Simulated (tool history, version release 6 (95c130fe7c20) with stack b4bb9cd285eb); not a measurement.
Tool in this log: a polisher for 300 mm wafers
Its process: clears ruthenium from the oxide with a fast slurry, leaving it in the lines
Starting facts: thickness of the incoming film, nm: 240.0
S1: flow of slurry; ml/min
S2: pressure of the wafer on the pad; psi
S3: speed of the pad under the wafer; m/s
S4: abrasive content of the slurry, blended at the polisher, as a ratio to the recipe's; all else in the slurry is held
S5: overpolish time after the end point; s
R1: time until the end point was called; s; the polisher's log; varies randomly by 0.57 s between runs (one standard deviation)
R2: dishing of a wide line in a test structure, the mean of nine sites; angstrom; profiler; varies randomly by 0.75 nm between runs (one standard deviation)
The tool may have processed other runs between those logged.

run 1 hour=0 | S1=200 S2=2.4 S3=0.98 S4=1 S5=18 | R1=80.32 R2=399.26
run 2 hour=7.3 | S1=195 S2=2.5 S3=0.98 S4=1 S5=20 | R1=77.998 R2=433.19
run 3 hour=14.2 | S1=195 S2=2.6 S3=0.98 S4=1 S5=22 | R1=74.474 R2=492.03
run 4 hour=17.9 | S1=200 S2=2.6 S3=0.98 S4=1 S5=23 | R1=76.02 R2=504.96
run 5 hour=25.2 | S1=200 S2=2.3 S3=0.98 S4=1 S5=23 | R1=82.371 R2=466.93
run 6 hour=30.6 | S1=200 S2=2.3 S3=0.98 S4=1 S5=28 | R1=82.493 R2=537.8

What will run 7 give?
run 7 hour=39.6 | S1=205 S2=2.4 S3=0.98 S4=1 S5=28 | R1=? R2=?

{"run 7": {"R1": 79.351, "R2": 542.85}}
